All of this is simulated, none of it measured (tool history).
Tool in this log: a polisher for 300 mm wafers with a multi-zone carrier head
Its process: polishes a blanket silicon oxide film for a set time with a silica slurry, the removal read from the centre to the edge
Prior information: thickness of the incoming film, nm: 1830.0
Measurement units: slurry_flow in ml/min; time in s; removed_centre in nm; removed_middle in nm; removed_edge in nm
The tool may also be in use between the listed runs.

Run 1, hour 0: slurry_flow 200 ml/min, centre_zone 1, middle_zone 1, edge_zone 1, slurry_solids 1, time 66 s. Result: removed_centre 316.69 nm, removed_middle 322.16 nm, removed_edge 309.78 nm.
Run 2, hour 6.8: slurry_flow 200 ml/min, centre_zone 1, middle_zone 1, edge_zone 1, slurry_solids 1, time 53 s. Result: removed_centre 250.83 nm, removed_middle 260.78 nm, removed_edge 248.45 nm.
Run 3, hour 13.2: slurry_flow 220 ml/min, centre_zone 1.03, middle_zone 1.05, edge_zone 1.03, slurry_solids 1, time 53 s. Result: removed_centre 261.65 nm, removed_middle 273.43 nm, removed_edge 254.58 nm.
Run 4, hour 20.5: slurry_flow 220 ml/min, centre_zone 1.03, middle_zone 1.05, edge_zone 1.03, slurry_solids 1, time 59 s. Result: removed_centre 295.77 nm, removed_middle 304.06 nm, removed_edge 280.41 nm.
Run 5, hour 25.9: slurry_flow 220 ml/min, centre_zone 1.03, middle_zone 1, edge_zone 1.03, slurry_solids 1, time 59 s. Result: removed_centre 296.23 nm, removed_middle 290.48 nm, removed_edge 288.24 nm.
Run 6, hour 27.2: slurry_flow 220 ml/min, centre_zone 0.99, middle_zone 1, edge_zone 1.03, slurry_solids 1, time 59 s. Result: removed_centre 285 nm, removed_middle 289.79 nm, removed_edge 284.52 nm.
Run 7, hour 32.8: slurry_flow 235 ml/min, centre_zone 1.01, middle_zone 1.03, edge_zone 1.01, slurry_solids 1, time 59 s. Result: removed_centre 292.65 nm, removed_middle 303.45 nm, removed_edge 280.45 nm.
Run 8, hour 41.2: slurry_flow 245 ml/min, centre_zone 1.02, middle_zone 1.04, edge_zone 1, slurry_solids 1, time 59 s. Result: removed_centre 294.6 nm, removed_middle 304.06 nm, removed_edge 283.23 nm.

Predict the results of run 9:
Run 9, hour 48.2: slurry_flow 250 ml/min, centre_zone 1.04, middle_zone 1.06, edge_zone 0.99, slurry_solids 1, time 59 s. Result: removed_centre ?, removed_middle ?, removed_edge ?.

{"run 9": {"removed_centre": 290.29, "removed_middle": 311.26, "removed_edge": 282.64}}
